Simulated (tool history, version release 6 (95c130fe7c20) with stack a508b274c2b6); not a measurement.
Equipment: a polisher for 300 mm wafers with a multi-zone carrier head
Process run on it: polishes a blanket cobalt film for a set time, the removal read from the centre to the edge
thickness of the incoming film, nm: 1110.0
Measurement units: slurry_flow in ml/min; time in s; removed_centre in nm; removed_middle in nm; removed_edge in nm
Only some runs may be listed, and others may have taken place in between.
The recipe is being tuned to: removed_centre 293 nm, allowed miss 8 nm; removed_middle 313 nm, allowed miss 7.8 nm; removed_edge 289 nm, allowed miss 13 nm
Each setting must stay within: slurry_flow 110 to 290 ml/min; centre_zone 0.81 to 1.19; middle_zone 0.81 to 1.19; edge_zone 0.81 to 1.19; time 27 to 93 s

Run 1, day 0: slurry_flow 185 ml/min, centre_zone 1, middle_zone 1, edge_zone 1, time 59 s. Result: removed_centre 439.47 nm, removed_middle 446.49 nm, removed_edge 436.77 nm.
Run 2, day 0.308: slurry_flow 180 ml/min, centre_zone 0.98, middle_zone 0.99, edge_zone 0.96, time 55 s. Result: removed_centre 399.15 nm, removed_middle 412.22 nm, removed_edge 404.89 nm.
Run 3, day 0.35: slurry_flow 180 ml/min, centre_zone 0.98, middle_zone 0.99, edge_zone 0.96, time 64 s. Result: removed_centre 465.93 nm, removed_middle 485.68 nm, removed_edge 464.19 nm.
Run 4, day 0.604: slurry_flow 180 ml/min, centre_zone 0.98, middle_zone 0.99, edge_zone 0.93, time 59 s. Result: removed_centre 428.64 nm, removed_middle 442.5 nm, removed_edge 417.86 nm.
Run 5, day 0.896: slurry_flow 180 ml/min, centre_zone 0.98, middle_zone 0.99, edge_zone 0.93, time 52 s. Result: removed_centre 376.36 nm, removed_middle 393.1 nm, removed_edge 376.15 nm.
Run 6, day 1.096: slurry_flow 180 ml/min, centre_zone 0.98, middle_zone 0.99, edge_zone 0.91, time 49 s. Result: removed_centre 359.01 nm, removed_middle 369.46 nm, removed_edge 338.34 nm.
Run 7, day 1.183: slurry_flow 175 ml/min, centre_zone 0.96, middle_zone 0.98, edge_zone 0.89, time 48 s. Result: removed_centre 341.29 nm, removed_middle 354.13 nm, removed_edge 337.58 nm.
Run 8, day 1.504: slurry_flow 170 ml/min, centre_zone 0.95, middle_zone 0.98, edge_zone 0.87, time 47 s. Result: removed_centre 330.2 nm, removed_middle 347 nm, removed_edge 314.66 nm.
Run 9, day 1.696: slurry_flow 160 ml/min, centre_zone 0.94, middle_zone 0.97, edge_zone 0.86, time 47 s. Result: removed_centre 318.1 nm, removed_middle 337.34 nm, removed_edge 326.82 nm.
Run 10, day 1.733: slurry_flow 160 ml/min, centre_zone 0.94, middle_zone 0.97, edge_zone 0.85, time 46 s. Result: removed_centre 316.72 nm, removed_middle 326.01 nm, removed_edge 308.44 nm.
Run 11, day 2.025: slurry_flow 155 ml/min, centre_zone 0.93, middle_zone 0.98, edge_zone 0.84, time 46 s. Result: removed_centre 310.3 nm, removed_middle 334.19 nm, removed_edge 302.91 nm.
Run 12, day 2.2: slurry_flow 150 ml/min, centre_zone 0.93, middle_zone 0.98, edge_zone 0.83, time 46 s. Result: removed_centre 306.86 nm, removed_middle 329.5 nm, removed_edge 301.91 nm.
Run 13, day 2.317: slurry_flow 145 ml/min, centre_zone 0.93, middle_zone 0.98, edge_zone 0.83, time 46 s. Result: removed_centre 305.81 nm, removed_middle 323.78 nm, removed_edge 305.97 nm.

Which of these 4 next moves meets every target?
Run A, day 2.433: slurry_flow 130 ml/min, centre_zone 0.89, middle_zone 1, edge_zone 0.84, time 48 s. Result: removed_centre ?, removed_middle ?, removed_edge ?.
Run B, day 2.433: slurry_flow 150 ml/min, centre_zone 0.91, middle_zone 1.08, edge_zone 0.84, time 45 s. Result: removed_centre ?, removed_middle ?, removed_edge ?.
Run C, day 2.433: slurry_flow 160 ml/min, centre_zone 0.92, middle_zone 0.95, edge_zone 0.81, time 44 s. Result: removed_centre ?, removed_middle ?, removed_edge ?.
Run D, day 2.433: slurry_flow 200 ml/min, centre_zone 0.97, middle_zone 1.04, edge_zone 0.81, time 42 s. Result: removed_centre ?, removed_middle ?, removed_edge ?.

move  removed_centre  removed_middle  removed_edge
   A          296.86          339.91        305.24
   B          296.04          351.93        292.83
   C          296.92          312.94        285.03
   D          312.78          335.34        279.72
A: puts the biggest miss on target and leaves a different result outside tolerance
B: puts the biggest miss on target and leaves a different result outside tolerance
C: in spec on every target
D: moves away from the targets compared with the last run
Answer: C
